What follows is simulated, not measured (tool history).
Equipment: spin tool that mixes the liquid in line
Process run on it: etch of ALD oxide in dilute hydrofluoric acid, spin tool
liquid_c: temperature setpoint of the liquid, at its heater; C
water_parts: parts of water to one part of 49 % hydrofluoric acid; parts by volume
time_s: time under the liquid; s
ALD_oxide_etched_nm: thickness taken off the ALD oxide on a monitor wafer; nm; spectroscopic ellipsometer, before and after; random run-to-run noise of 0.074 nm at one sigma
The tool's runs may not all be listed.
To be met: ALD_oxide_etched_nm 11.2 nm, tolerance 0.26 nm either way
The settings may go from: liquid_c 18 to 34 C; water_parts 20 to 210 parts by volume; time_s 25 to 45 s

run,hour,liquid_c,water_parts,time_s,ALD_oxide_etched_nm
1,0,26,115,45,13.376
2,6.8,26,115,45,13.287
3,10.9,26,115,25,7.4235
4,19.3,26,145,25,5.6148
5,25.6,27.5,140,25,6.2945
6,28.4,28.5,135,25,6.7895
7,37,28.5,130,25,7.0228
8,38.7,28,125,25,7.2726
9,45.8,26.5,120,25,7.1762
10,47.3,28,115,25,7.9402
11,54.1,26.5,110,25,7.9514
12,60.7,30.5,100,25,10.301
13,68.9,31,100,25,10.429

4 next moves are on the table. One of them brings every result within its allowed miss. Which?
A,77.1,29.5,135,40,?
B,77.1,32.5,95,25,?
C,77.1,24,135,45,?
D,77.1,33,95,25,?

move,ALD_oxide_etched_nm
A,11.226
B,11.777
C,10.27
D,11.995
A: meets every target
B: pushes the last run's worst result past its target
C: lands further from the targets than the last run did
D: pushes the last run's worst result past its target
The move that meets every target is A.

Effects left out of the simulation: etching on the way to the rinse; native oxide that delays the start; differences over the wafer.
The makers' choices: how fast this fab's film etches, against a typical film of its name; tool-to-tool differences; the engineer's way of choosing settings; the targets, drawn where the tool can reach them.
